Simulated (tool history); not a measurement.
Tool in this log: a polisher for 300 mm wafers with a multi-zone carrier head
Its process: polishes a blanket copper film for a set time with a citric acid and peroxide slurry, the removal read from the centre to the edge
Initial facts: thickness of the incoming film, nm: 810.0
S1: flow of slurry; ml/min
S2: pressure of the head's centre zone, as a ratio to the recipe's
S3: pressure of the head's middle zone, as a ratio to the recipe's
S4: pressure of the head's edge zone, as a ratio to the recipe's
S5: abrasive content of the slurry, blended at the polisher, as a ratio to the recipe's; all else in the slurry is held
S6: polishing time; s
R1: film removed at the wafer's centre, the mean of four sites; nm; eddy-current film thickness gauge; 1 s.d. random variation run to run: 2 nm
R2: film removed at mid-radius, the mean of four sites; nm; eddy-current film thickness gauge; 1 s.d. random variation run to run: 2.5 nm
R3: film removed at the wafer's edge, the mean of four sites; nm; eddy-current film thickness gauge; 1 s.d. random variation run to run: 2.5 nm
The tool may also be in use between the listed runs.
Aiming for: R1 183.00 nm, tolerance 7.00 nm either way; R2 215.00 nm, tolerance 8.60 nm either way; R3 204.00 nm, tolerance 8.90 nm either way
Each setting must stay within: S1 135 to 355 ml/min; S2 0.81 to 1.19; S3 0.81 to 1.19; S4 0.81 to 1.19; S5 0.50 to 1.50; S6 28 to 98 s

Run 1, day 0.000: S1 225 ml/min, S2 1.00, S3 1.00, S4 1.00, S5 1.00, S6 63 s. Result: R1 162.16 nm, R2 165.10 nm, R3 161.82 nm.
Run 2, day 0.367: S1 225 ml/min, S2 1.00, S3 1.00, S4 1.00, S5 1.10, S6 63 s. Result: R1 166.79 nm, R2 168.68 nm, R3 166.73 nm.
Run 3, day 0.683: S1 225 ml/min, S2 1.00, S3 0.96, S4 1.00, S5 1.10, S6 63 s. Result: R1 166.76 nm, R2 162.55 nm, R3 168.26 nm.
Run 4, day 0.871: S1 230 ml/min, S2 0.98, S3 1.00, S4 1.03, S5 1.20, S6 64 s. Result: R1 166.14 nm, R2 177.88 nm, R3 175.32 nm.
Run 5, day 1.083: S1 230 ml/min, S2 0.98, S3 1.00, S4 1.00, S5 1.20, S6 64 s. Result: R1 168.67 nm, R2 175.48 nm, R3 173.46 nm.
Run 6, day 1.354: S1 235 ml/min, S2 0.98, S3 1.02, S4 1.04, S5 1.30, S6 65 s. Result: R1 175.47 nm, R2 185.32 nm, R3 184.30 nm.
Run 7, day 1.646: S1 245 ml/min, S2 0.97, S3 1.05, S4 1.06, S5 1.35, S6 65 s. Result: R1 179.47 nm, R2 192.00 nm, R3 185.61 nm.
Run 8, day 1.783: S1 245 ml/min, S2 0.95, S3 1.06, S4 1.07, S5 1.40, S6 66 s. Result: R1 177.94 nm, R2 200.51 nm, R3 194.20 nm.
Run 9, day 2.079: S1 250 ml/min, S2 0.95, S3 1.07, S4 1.08, S5 1.45, S6 66 s. Result: R1 178.10 nm, R2 204.74 nm, R3 195.08 nm.
Run 10, day 2.329: S1 255 ml/min, S2 0.95, S3 1.08, S4 1.09, S5 1.45, S6 66 s. Result: R1 176.97 nm, R2 208.36 nm, R3 192.91 nm.

Which one of the following 5 next-run settings gets every result inside its allowed miss? There is exactly one.
Run A, day 2.579: S1 275 ml/min, S2 0.94, S3 1.02, S4 1.10, S5 1.50, S6 73 s. Result: R1 ?, R2 ?, R3 ?.
Run B, day 2.579: S1 250 ml/min, S2 0.96, S3 1.12, S4 1.15, S5 1.50, S6 67 s. Result: R1 ?, R2 ?, R3 ?.
Run C, day 2.579: S1 220 ml/min, S2 0.87, S3 1.19, S4 1.09, S5 1.45, S6 71 s. Result: R1 ?, R2 ?, R3 ?.
Run D, day 2.579: S1 200 ml/min, S2 0.93, S3 1.11, S4 0.97, S5 1.40, S6 66 s. Result: R1 ?, R2 ?, R3 ?.
Run E, day 2.579: S1 230 ml/min, S2 0.81, S3 1.12, S4 1.18, S5 1.45, S6 73 s. Result: R1 ?, R2 ?, R3 ?.

move      R1      R2      R3
   A  196.85  216.59  223.70
   B  182.61  213.09  208.16
   C  171.09  232.72  210.41
   D  166.35  199.62  181.80
   E  164.57  228.36  226.46
A: the result that was furthest off in the last run now lies on the other side of its target
B: meets every target
C: meets the target for the result that was furthest off, but another lies outside its allowed miss
D: the biggest miss grows against the last run
E: the result that was furthest off in the last run now lies on the other side of its target
Move B is the one to make.
